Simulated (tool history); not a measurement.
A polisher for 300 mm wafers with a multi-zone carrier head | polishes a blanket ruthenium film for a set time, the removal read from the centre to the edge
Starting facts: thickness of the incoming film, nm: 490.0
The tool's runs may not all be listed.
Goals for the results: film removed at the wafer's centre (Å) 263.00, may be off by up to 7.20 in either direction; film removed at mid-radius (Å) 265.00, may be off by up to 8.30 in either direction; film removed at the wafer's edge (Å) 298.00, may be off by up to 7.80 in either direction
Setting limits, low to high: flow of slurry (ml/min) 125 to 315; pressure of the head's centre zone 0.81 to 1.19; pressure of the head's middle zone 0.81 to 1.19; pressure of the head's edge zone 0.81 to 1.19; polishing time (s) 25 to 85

run,hour,flow of slurry (ml/min),pressure of the head's centre zone,pressure of the head's middle zone,pressure of the head's edge zone,polishing time (s),film removed at the wafer's centre (Å),film removed at mid-radius (Å),film removed at the wafer's edge (Å)
1,0.0,205,1.00,1.00,1.00,55,559.68,559.68,549.90
2,8.9,165,1.00,1.00,1.00,55,527.24,537.82,539.07
3,12.0,165,1.05,1.00,1.00,55,569.11,535.38,542.88
4,20.4,160,1.02,0.96,0.99,48,474.85,452.73,468.31
5,28.3,155,0.99,0.93,0.98,43,400.88,391.22,415.12
6,32.6,150,0.97,0.91,0.96,40,367.83,355.92,380.93
7,36.4,145,0.94,0.89,0.94,38,335.20,332.67,355.83
8,38.8,140,0.93,0.87,0.93,37,318.93,318.56,341.10
9,39.6,135,0.92,0.86,0.93,36,301.51,301.20,333.29
10,46.2,135,0.92,0.86,0.93,36,307.20,294.46,334.47
11,47.3,135,0.90,0.85,0.91,36,297.54,300.92,328.04
12,53.8,135,0.89,0.84,0.91,35,285.96,289.19,319.74
13,59.1,135,0.89,0.83,0.91,35,289.68,285.38,321.98
14,65.4,135,0.88,0.83,0.90,35,283.94,287.47,318.14
15,68.8,135,0.88,0.83,0.90,34,276.41,278.90,308.17

Exercise: of the 5 proposed moves below, exactly one satisfies all targets within the stated allowed misses. Which move is it?
A,72.2,245,0.93,0.91,0.81,31,?,?,?
B,72.2,125,0.89,0.84,1.06,31,?,?,?
C,72.2,140,0.81,0.91,0.81,34,?,?,?
D,72.2,125,0.88,0.83,0.90,33,?,?,?
E,72.2,140,0.94,0.89,0.91,33,?,?,?

move,film removed at the wafer's centre (Å),film removed at mid-radius (Å),film removed at the wafer's edge (Å)
A,299.10,302.18,292.74
B,247.26,250.96,295.78
C,255.35,300.31,298.65
D,260.23,264.99,295.27
E,287.76,286.66,302.52
A: the biggest miss grows against the last run
B: takes the result that was furthest off past its target
C: takes the result that was furthest off past its target
D: all results in spec
E: the biggest miss grows against the last run
Move D is the one to make.
